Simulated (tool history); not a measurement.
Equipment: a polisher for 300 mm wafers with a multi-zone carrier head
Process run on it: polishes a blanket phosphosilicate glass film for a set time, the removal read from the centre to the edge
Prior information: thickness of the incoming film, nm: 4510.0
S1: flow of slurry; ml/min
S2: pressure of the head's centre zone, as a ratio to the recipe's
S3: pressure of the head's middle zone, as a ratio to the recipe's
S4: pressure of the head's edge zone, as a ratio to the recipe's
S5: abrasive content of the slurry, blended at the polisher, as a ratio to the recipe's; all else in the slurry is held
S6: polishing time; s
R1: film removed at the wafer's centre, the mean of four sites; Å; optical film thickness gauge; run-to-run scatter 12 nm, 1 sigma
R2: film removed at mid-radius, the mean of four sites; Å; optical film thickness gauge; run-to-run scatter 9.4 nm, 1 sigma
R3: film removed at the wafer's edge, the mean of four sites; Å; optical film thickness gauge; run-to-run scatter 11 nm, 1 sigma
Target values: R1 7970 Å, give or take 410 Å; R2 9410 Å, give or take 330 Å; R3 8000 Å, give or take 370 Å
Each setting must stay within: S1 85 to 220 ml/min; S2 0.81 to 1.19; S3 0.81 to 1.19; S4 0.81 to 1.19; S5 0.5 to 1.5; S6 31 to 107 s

run 1 hour=0 | S1=140 S2=1 S3=1 S4=1 S5=1 S6=69 | R1=6598.6 R2=6549.9 R3=6713.6
run 2 hour=4.2 | S1=155 S2=1 S3=1.06 S4=1.01 S5=1.05 S6=69 | R1=6904.4 R2=7357 R3=7125.8
run 3 hour=8.2 | S1=155 S2=1.04 S3=1.06 S4=1.01 S5=1.05 S6=69 | R1=7271.6 R2=7282.8 R3=7042.9
run 4 hour=13.8 | S1=155 S2=1.04 S3=1.06 S4=1.01 S5=1.05 S6=83 | R1=8796.1 R2=8666 R3=8295.8
run 5 hour=20.8 | S1=155 S2=1.04 S3=1.06 S4=1.01 S5=1.05 S6=74 | R1=7732.5 R2=7717.7 R3=7386.3
run 6 hour=28.5 | S1=165 S2=1.03 S3=1.09 S4=1.01 S5=1.05 S6=74 | R1=7734.5 R2=8175.9 R3=7530.4
run 7 hour=35.4 | S1=175 S2=1.02 S3=1.11 S4=1.01 S5=1.05 S6=74 | R1=7959.8 R2=8249.6 R3=7599.2
run 8 hour=39.2 | S1=175 S2=1 S3=1.13 S4=1 S5=1.1 S6=74 | R1=7934.6 R2=8555.2 R3=7908.9

Exactly one of the 4 candidate moves below puts every result within its allowed miss. Which one?
run A hour=43 | S1=160 S2=0.96 S3=0.97 S4=1.03 S5=1.35 S6=71 | R1=? R2=? R3=?
run B hour=43 | S1=175 S2=1.02 S3=1.13 S4=1.06 S5=1.1 S6=70 | R1=? R2=? R3=?
run C hour=43 | S1=160 S2=0.97 S3=1.19 S4=0.95 S5=1.05 S6=80 | R1=? R2=? R3=?
run D hour=43 | S1=160 S2=1.09 S3=1.04 S4=0.94 S5=1 S6=78 | R1=? R2=? R3=?

move=A R1=7860.8 R2=7916.4 R3=8218.7
move=B R1=7722.5 R2=8233.5 R3=7598.7
move=C R1=7982.1 R2=9372.5 R3=7910.5
move=D R1=8525.3 R2=7978.5 R3=7496.4
A: the biggest miss grows against the last run
B: the biggest miss grows against the last run
C: all results in spec
D: the biggest miss grows against the last run
So the answer is move C, the one that meets all the targets.
